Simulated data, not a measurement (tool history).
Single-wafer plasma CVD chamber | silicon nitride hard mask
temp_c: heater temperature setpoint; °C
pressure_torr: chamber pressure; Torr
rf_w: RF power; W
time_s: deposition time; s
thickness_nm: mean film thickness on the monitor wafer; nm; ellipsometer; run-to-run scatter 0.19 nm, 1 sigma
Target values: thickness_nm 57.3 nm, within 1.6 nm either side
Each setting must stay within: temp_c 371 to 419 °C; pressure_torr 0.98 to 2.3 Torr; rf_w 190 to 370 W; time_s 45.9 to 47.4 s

run,hour,temp_c,pressure_torr,rf_w,time_s,thickness_nm
1,0,395,1.64,280,45.9,48.649
2,7.6,395,1.64,280,47.4,50.446
3,13.8,395,1.69,285,47.4,50.841
4,17.9,395,1.69,285,47.4,50.712
5,20.5,395,1.69,285,47.4,50.736
6,22.9,395,1.91,285,47.4,51.738
7,26.5,395,1.92,290,47.4,52.632
8,32.3,395,2.19,310,47.4,55.664

Of the 5 settings listed for the next run, only one would bring every result within its allowed miss of target. Which one?
A,38.1,389,2.3,335,47,?
B,38.1,394,2.17,290,46.6,?
C,38.1,398,2.29,295,46,?
D,38.1,398,2.06,300,46.8,?
E,38.1,382,2.06,310,45.9,?

move,thickness_nm
A,57.899
B,53.035
C,53.199
D,53.507
E,53.608
A: all results in spec
B: its largest miss is bigger than the last run's
C: its largest miss is bigger than the last run's
D: its largest miss is bigger than the last run's
E: its largest miss is bigger than the last run's
Move A is the one to make.

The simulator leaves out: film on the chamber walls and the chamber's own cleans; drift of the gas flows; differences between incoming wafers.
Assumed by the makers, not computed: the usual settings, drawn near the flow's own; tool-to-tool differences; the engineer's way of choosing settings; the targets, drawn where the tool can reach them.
